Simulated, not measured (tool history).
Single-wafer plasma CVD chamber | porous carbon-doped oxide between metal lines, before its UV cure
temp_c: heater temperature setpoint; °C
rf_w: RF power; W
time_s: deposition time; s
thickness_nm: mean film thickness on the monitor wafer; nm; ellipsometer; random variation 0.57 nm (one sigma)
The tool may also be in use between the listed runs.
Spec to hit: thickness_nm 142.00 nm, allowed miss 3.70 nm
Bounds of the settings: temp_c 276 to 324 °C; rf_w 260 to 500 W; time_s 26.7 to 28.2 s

run 1 hour=0.0 | temp_c=300 rf_w=380 time_s=28.2 | thickness_nm=126.10
run 2 hour=3.0 | temp_c=300 rf_w=330 time_s=28.2 | thickness_nm=116.87
run 3 hour=11.4 | temp_c=300 rf_w=305 time_s=28.2 | thickness_nm=112.34
run 4 hour=13.2 | temp_c=294 rf_w=330 time_s=28.2 | thickness_nm=120.39
run 5 hour=22.2 | temp_c=300 rf_w=330 time_s=28.2 | thickness_nm=116.60
run 6 hour=29.9 | temp_c=292 rf_w=330 time_s=28.2 | thickness_nm=122.40
run 7 hour=34.8 | temp_c=288 rf_w=345 time_s=28.2 | thickness_nm=127.51
run 8 hour=39.7 | temp_c=285 rf_w=355 time_s=28.2 | thickness_nm=131.32
run 9 hour=41.9 | temp_c=283 rf_w=365 time_s=28.2 | thickness_nm=134.34
run 10 hour=50.5 | temp_c=281 rf_w=370 time_s=28.2 | thickness_nm=137.43

Exactly one of the 5 candidate moves below puts every result within its allowed miss. Which one?
run A hour=59.1 | temp_c=286 rf_w=395 time_s=27.4 | thickness_nm=?
run B hour=59.1 | temp_c=285 rf_w=410 time_s=28.2 | thickness_nm=?
run C hour=59.1 | temp_c=276 rf_w=320 time_s=28.2 | thickness_nm=?
run D hour=59.1 | temp_c=280 rf_w=360 time_s=27.2 | thickness_nm=?
run E hour=59.1 | temp_c=277 rf_w=365 time_s=26.7 | thickness_nm=?

move=A thickness_nm=134.29
move=B thickness_nm=141.60
move=C thickness_nm=131.53
move=D thickness_nm=131.60
move=E thickness_nm=132.52
A: moves away from the targets compared with the last run
B: every result within its allowed miss
C: moves away from the targets compared with the last run
D: moves away from the targets compared with the last run
E: moves away from the targets compared with the last run
Answer: B
